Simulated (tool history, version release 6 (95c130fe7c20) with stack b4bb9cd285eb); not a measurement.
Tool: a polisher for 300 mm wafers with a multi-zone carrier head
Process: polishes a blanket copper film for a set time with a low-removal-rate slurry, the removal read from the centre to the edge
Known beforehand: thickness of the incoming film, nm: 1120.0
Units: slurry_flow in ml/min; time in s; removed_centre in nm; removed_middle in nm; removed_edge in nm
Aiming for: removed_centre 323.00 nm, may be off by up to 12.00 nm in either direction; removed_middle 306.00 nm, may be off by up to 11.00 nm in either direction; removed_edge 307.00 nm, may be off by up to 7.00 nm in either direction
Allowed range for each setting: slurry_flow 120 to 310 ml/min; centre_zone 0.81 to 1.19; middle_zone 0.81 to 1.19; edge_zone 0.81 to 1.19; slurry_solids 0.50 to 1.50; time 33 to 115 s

| run | day | slurry_flow | centre_zone | middle_zone | edge_zone | slurry_solids | time | removed_centre | removed_middle | removed_edge |
|---|---|---|---|---|---|---|---|---|---|---|
| 1 | 0.000 | 200 | 1.00 | 1.00 | 1.00 | 1.00 | 73 | 222.94 | 222.66 | 216.09 |
| 2 | 0.346 | 215 | 1.03 | 1.02 | 1.05 | 1.15 | 77 | 249.81 | 243.32 | 242.08 |
| 3 | 0.521 | 215 | 1.03 | 1.02 | 1.05 | 1.30 | 77 | 255.89 | 251.01 | 245.14 |
| 4 | 0.867 | 240 | 1.03 | 1.02 | 1.05 | 1.30 | 77 | 257.02 | 257.40 | 248.05 |
| 5 | 0.892 | 240 | 1.10 | 1.02 | 1.05 | 1.30 | 77 | 272.69 | 250.74 | 246.50 |
| 6 | 1.142 | 240 | 1.10 | 1.02 | 1.05 | 1.30 | 86 | 304.86 | 291.46 | 279.16 |
| 7 | 1.208 | 250 | 1.11 | 1.02 | 1.09 | 1.35 | 86 | 313.74 | 287.14 | 283.63 |
| 8 | 1.462 | 255 | 1.10 | 1.03 | 1.11 | 1.40 | 87 | 320.46 | 290.92 | 296.00 |
| 9 | 1.562 | 260 | 1.09 | 1.04 | 1.12 | 1.45 | 87 | 314.89 | 301.46 | 297.56 |
| 10 | 1.821 | 265 | 1.09 | 1.04 | 1.13 | 1.45 | 87 | 312.56 | 298.68 | 298.68 |

Pick the move, out of 4, that brings all results within their allowed miss; only one does.
| A | 2.079 | 230 | 1.17 | 1.01 | 1.19 | 1.50 | 92 | ? | ? | ? |
| B | 2.079 | 265 | 1.18 | 1.00 | 1.18 | 1.35 | 92 | ? | ? | ? |
| C | 2.079 | 235 | 1.09 | 1.12 | 1.15 | 1.50 | 85 | ? | ? | ? |
| D | 2.079 | 220 | 1.09 | 1.04 | 1.14 | 1.40 | 91 | ? | ? | ? |

| move | removed_centre | removed_middle | removed_edge |
|---|---|---|---|
| A | 354.09 | 303.49 | 319.18 |
| B | 357.68 | 300.86 | 316.34 |
| C | 305.84 | 307.26 | 289.89 |
| D | 320.15 | 302.38 | 303.57 |
A: takes the result that was furthest off past its target
B: takes the result that was furthest off past its target
C: its largest miss is bigger than the last run's
D: each result inside its tolerance
Correct choice: D, which meets every target

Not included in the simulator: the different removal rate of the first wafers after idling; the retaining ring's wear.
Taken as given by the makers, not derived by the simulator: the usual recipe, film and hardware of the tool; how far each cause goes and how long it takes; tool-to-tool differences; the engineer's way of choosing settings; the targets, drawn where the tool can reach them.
